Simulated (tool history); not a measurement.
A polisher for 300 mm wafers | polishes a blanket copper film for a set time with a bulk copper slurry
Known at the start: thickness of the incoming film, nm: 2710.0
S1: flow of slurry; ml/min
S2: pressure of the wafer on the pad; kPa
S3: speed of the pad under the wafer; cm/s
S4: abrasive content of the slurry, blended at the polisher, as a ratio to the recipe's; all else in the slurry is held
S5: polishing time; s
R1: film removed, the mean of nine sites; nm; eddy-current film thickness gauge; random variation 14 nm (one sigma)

Run 1, hour 0.0: S1 310 ml/min, S2 15.9 kPa, S3 122 cm/s, S4 1.0, S5 94 s. Result: R1 731.88 nm.
Run 2, hour 3.4: S1 310 ml/min, S2 17.9 kPa, S3 124 cm/s, S4 1.0, S5 94 s. Result: R1 838.90 nm.
Run 3, hour 5.5: S1 310 ml/min, S2 17.9 kPa, S3 124 cm/s, S4 1.2, S5 94 s. Result: R1 889.40 nm.
Run 4, hour 10.7: S1 310 ml/min, S2 17.9 kPa, S3 98 cm/s, S4 1.2, S5 94 s. Result: R1 709.84 nm.
Run 5, hour 15.1: S1 310 ml/min, S2 20.0 kPa, S3 100 cm/s, S4 1.2, S5 94 s. Result: R1 815.22 nm.
Run 6, hour 21.8: S1 310 ml/min, S2 20.0 kPa, S3 100 cm/s, S4 1.1, S5 94 s. Result: R1 770.58 nm.
Run 7, hour 29.2: S1 310 ml/min, S2 21.4 kPa, S3 102 cm/s, S4 1.1, S5 94 s. Result: R1 862.91 nm.

Forecast run 8:
Run 8, hour 32.0: S1 310 ml/min, S2 22.8 kPa, S3 102 cm/s, S4 1.1, S5 94 s. Result: R1 ?.

{"run 8": {"R1": 923.81}}

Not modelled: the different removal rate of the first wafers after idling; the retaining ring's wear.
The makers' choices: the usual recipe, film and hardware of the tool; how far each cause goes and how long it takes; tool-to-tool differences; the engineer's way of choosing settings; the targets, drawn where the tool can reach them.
